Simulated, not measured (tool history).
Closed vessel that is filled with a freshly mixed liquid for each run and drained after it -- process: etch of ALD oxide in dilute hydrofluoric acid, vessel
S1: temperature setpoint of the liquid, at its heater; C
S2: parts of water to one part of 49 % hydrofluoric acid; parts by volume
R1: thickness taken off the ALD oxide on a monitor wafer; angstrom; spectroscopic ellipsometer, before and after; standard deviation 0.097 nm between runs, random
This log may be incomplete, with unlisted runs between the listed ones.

run 1 hour=0 | S1=21 S2=140 time_in_the_liquid_(s)=50 | R1=53.792
run 2 hour=5 | S1=17.5 S2=140 time_in_the_liquid_(s)=50 | R1=47.301
run 3 hour=9.3 | S1=20.5 S2=125 time_in_the_liquid_(s)=50 | R1=59.894
run 4 hour=14.1 | S1=20.5 S2=125 time_in_the_liquid_(s)=50 | R1=60.656
run 5 hour=19.6 | S1=22.5 S2=120 time_in_the_liquid_(s)=50 | R1=69.013
run 6 hour=21.3 | S1=24.5 S2=115 time_in_the_liquid_(s)=50 | R1=77.07
run 7 hour=24.9 | S1=24.5 S2=115 time_in_the_liquid_(s)=50 | R1=77.921
run 8 hour=29 | S1=25.5 S2=110 time_in_the_liquid_(s)=50 | R1=84.399

Run 9 has not been measured yet. What should we expect?
run 9 hour=34.3 | S1=26.5 S2=110 time_in_the_liquid_(s)=50 | R1=?

For run 9 the tool returned R1 89.741 angstrom.
